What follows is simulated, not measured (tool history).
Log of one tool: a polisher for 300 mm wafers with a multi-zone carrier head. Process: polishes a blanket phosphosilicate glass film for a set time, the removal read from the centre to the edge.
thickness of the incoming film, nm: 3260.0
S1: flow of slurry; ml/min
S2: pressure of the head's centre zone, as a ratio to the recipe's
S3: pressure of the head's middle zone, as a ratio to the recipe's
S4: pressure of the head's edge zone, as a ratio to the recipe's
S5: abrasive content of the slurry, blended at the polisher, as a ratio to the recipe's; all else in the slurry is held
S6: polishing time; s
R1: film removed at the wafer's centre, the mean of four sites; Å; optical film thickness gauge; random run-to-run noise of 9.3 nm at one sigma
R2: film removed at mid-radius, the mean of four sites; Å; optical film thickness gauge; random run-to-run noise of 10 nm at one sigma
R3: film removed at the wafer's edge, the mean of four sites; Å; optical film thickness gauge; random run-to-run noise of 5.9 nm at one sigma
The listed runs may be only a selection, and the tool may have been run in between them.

run    day   S1    S2    S3    S4    S5  S6      R1      R2      R3
  1      0  265     1     1     1     1  53  5116.2  5229.6  5251.4
  2  0.296  265     1  1.06     1     1  53  5150.2  5547.7  5244.1
  3  0.492  265     1  1.06  0.92     1  53    5146  5535.3  5064.4
  4  0.583  265     1  1.01  0.92     1  53  5184.1    5236  5040.6
  5  0.612  270  1.02  1.02  0.97   1.1  56    5751  5975.8  5617.9
  6  0.917  270  1.02  1.02  0.97  0.95  56  5461.1  5508.2  5352.9
  7  1.158  270  1.02  1.02  0.97  0.95  56  5575.9  5456.8  5288.2
  8  1.525  270  1.03  1.01  1.01  1.05  59  6093.5  6018.2  5932.8
  9    1.8  270  1.04  1.01  1.04  1.15  61  6469.1  6524.9  6521.7
 10  2.004  325  1.14   1.1  1.14   1.4  68  8793.1    8476    8289
     2.212  -- edge zone pressure recalibrated
 11  2.212  325  1.13   1.1  1.15   1.4  68  8686.5  8343.6  8679.5

What will run 12 give?
 12  2.583  325  1.13  1.12  1.15  1.4  68   ?   ?   ?

R1: 8807.1 Å
R2: 8514.4 Å
R3: 8678.1 Å
